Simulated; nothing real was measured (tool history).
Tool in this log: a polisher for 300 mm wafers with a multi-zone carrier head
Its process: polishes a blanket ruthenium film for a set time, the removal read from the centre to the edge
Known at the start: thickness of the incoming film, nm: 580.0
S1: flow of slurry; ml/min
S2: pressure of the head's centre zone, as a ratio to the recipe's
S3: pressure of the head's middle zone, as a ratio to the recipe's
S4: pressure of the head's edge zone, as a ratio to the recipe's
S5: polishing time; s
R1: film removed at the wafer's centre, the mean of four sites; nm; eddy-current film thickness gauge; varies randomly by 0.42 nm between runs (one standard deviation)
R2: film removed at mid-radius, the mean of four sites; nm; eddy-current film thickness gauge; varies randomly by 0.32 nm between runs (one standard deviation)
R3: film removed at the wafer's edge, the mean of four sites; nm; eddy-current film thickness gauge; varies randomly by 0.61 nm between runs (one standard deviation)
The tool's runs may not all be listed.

run,hour,S1,S2,S3,S4,S5,R1,R2,R3
1,0.0,130,1.00,1.00,1.00,74,75.634,76.337,76.797
2,3.1,125,1.01,0.97,0.99,72,74.010,71.890,73.271
3,10.6,120,1.02,0.95,0.99,70,72.231,68.199,71.856
4,17.6,115,1.02,0.93,0.98,69,69.937,65.284,68.776
5,21.6,115,1.02,0.90,0.98,69,70.024,63.130,69.806
6,24.0,110,1.02,0.89,0.97,68,67.216,62.189,67.117
7,32.0,110,1.03,0.88,0.97,67,67.757,59.978,66.349

What does the tool deliver on the next run?
8,37.0,105,1.03,0.87,0.97,66,?,?,?

Run 8 produced R1 66.116 nm, R2 58.305 nm, R3 65.329 nm.
